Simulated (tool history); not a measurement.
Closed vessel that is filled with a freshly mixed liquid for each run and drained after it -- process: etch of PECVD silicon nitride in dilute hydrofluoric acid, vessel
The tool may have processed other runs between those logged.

| run | hour | temperature setpoint of the liquid (C) | parts of water to one part of 49 % hydrofluoric acid (parts by volume) | time in the liquid (s) | thickness taken off the PECVD silicon nitride on a monitor wafer (angstrom) |
|---|---|---|---|---|---|
| 1 | 0 | 20 | 125 | 1165 | 129.21 |
| 2 | 5.3 | 20 | 125 | 1245 | 136.93 |
| 3 | 9 | 20 | 125 | 1245 | 137.92 |
| 4 | 10.6 | 23.5 | 125 | 1245 | 172.65 |
| 5 | 19.6 | 21.5 | 145 | 1245 | 130.45 |
| 6 | 20.3 | 20 | 160 | 1245 | 105.95 |

Expected results for the next run?
| 7 | 22.8 | 19 | 170 | 1245 | ? |

Run 7 gave thickness taken off the PECVD silicon nitride on a monitor wafer (angstrom) 94.414.
